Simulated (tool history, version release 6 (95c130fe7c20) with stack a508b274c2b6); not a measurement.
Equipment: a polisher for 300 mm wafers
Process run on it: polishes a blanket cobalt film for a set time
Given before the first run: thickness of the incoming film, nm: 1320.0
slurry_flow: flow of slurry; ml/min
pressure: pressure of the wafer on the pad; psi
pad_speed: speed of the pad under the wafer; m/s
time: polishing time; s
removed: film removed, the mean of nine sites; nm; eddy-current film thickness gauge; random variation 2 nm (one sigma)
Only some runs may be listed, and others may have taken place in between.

run,day,slurry_flow,pressure,pad_speed,time,removed
1,0.000,185,1.6,1.28,24,105.31
2,0.358,190,1.9,1.28,24,123.73
3,0.450,190,2.2,1.28,24,141.12
4,0.617,195,2.3,1.30,24,153.65
5,0.712,195,2.5,1.30,24,164.87
6,0.746,195,2.5,1.54,24,197.83

Estimate the outcome of run 7 from the log above:
# day 1.038: worn pad replaced by a new one
7,1.038,190,2.4,1.54,24,?

For run 7 the tool returned removed 194.36 nm.
